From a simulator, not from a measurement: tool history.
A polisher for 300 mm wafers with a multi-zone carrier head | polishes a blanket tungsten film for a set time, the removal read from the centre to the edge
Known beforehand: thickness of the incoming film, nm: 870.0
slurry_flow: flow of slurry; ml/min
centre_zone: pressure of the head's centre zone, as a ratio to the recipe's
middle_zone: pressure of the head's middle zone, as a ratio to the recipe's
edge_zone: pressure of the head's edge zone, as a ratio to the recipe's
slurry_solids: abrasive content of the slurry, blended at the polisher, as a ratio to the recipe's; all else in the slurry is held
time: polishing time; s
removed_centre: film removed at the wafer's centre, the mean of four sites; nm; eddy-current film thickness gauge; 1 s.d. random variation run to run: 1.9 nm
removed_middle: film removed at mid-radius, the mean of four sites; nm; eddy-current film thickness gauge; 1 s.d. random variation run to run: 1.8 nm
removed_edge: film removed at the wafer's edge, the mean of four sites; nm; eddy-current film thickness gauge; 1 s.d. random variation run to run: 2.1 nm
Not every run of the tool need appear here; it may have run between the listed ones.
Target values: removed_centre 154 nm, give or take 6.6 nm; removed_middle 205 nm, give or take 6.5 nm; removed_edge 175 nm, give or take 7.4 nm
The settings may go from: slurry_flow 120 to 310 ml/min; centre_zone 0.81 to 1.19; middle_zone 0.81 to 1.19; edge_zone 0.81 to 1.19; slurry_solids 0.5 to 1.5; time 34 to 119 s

| run | hour | slurry_flow | centre_zone | middle_zone | edge_zone | slurry_solids | time | removed_centre | removed_middle | removed_edge |
|---|---|---|---|---|---|---|---|---|---|---|
| 1 | 0 | 200 | 1 | 1 | 1 | 1 | 76 | 321.58 | 336.37 | 313.69 |
| 2 | 3 | 200 | 1 | 0.95 | 1 | 1 | 76 | 324.86 | 317.52 | 326.39 |
| 3 | 9.3 | 200 | 1 | 0.95 | 1.09 | 1 | 76 | 326.8 | 312.22 | 337.97 |
| 4 | 14.5 | 195 | 0.96 | 0.98 | 1.05 | 0.85 | 68 | 268.56 | 280.45 | 289.56 |
| 5 | 16.9 | 190 | 0.94 | 1.01 | 1.01 | 0.75 | 61 | 229.47 | 253.5 | 247.94 |
| 6 | 20.9 | 185 | 0.91 | 1.03 | 0.97 | 0.7 | 57 | 202.59 | 234.47 | 222.65 |
| 7 | 22.5 | 180 | 0.89 | 1.04 | 0.93 | 0.65 | 56 | 195.99 | 232.25 | 215.05 |
| 8 | 25.4 | 175 | 0.87 | 1.06 | 0.91 | 0.6 | 54 | 181.9 | 221.6 | 203.53 |
| 9 | 29.3 | 160 | 0.82 | 1.15 | 0.81 | 0.5 | 48 | 145.78 | 207.08 | 166.61 |
| 10 | 34.2 | 165 | 0.83 | 1.14 | 0.82 | 0.5 | 48 | 148.7 | 204.64 | 165.45 |

Exactly one of the 5 candidate moves below puts every result within its allowed miss. Which one?
| A | 39.1 | 160 | 0.9 | 1.08 | 0.82 | 0.5 | 47 | ? | ? | ? |
| B | 39.1 | 140 | 0.85 | 1.11 | 0.86 | 0.5 | 51 | ? | ? | ? |
| C | 39.1 | 195 | 0.88 | 1.17 | 0.81 | 0.5 | 46 | ? | ? | ? |
| D | 39.1 | 165 | 0.88 | 1.17 | 0.81 | 0.55 | 47 | ? | ? | ? |
| E | 39.1 | 120 | 0.87 | 1.19 | 0.81 | 0.5 | 48 | ? | ? | ? |

| move | removed_centre | removed_middle | removed_edge |
|---|---|---|---|
| A | 154.21 | 190.13 | 162.23 |
| B | 154.86 | 207.52 | 176.82 |
| C | 151.72 | 204.26 | 160.71 |
| D | 153.46 | 207.11 | 163.84 |
| E | 145.65 | 202.88 | 160.06 |
A: moves away from the targets compared with the last run
B: each result inside its tolerance
C: moves away from the targets compared with the last run
D: moves away from the targets compared with the last run
E: moves away from the targets compared with the last run
Go with B: it meets all targets.
